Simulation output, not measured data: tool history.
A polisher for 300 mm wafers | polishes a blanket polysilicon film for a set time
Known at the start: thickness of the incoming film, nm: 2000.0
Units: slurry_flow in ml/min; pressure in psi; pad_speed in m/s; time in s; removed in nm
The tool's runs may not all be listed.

{"run": 1, "hour": 0.0, "slurry_flow": 180, "pressure": 2.8, "pad_speed": 1.14, "time": 55, "removed": 501.88}
{"run": 2, "hour": 4.6, "slurry_flow": 135, "pressure": 2.8, "pad_speed": 1.14, "time": 55, "removed": 482.62}
{"run": 3, "hour": 11.8, "slurry_flow": 135, "pressure": 2.8, "pad_speed": 0.96, "time": 55, "removed": 407.23}
{"run": 4, "hour": 16.4, "slurry_flow": 145, "pressure": 3, "pad_speed": 0.96, "time": 55, "removed": 434.56}
{"run": 5, "hour": 19.3, "slurry_flow": 155, "pressure": 3.2, "pad_speed": 0.96, "time": 55, "removed": 479.25}
{"run": 6, "hour": 27.0, "slurry_flow": 165, "pressure": 3.3, "pad_speed": 0.96, "time": 55, "removed": 502.14}
{"run": 7, "hour": 30.0, "slurry_flow": 175, "pressure": 3.4, "pad_speed": 0.96, "time": 55, "removed": 511.34}
{"run": 8, "hour": 35.3, "slurry_flow": 180, "pressure": 3.5, "pad_speed": 0.96, "time": 55, "removed": 531.37}

The next listed run, before its measurement:
{"run": 9, "hour": 41.2, "slurry_flow": 185, "pressure": 3.6, "pad_speed": 0.96, "time": 55, "removed": "?"}

removed: 550.47 nm
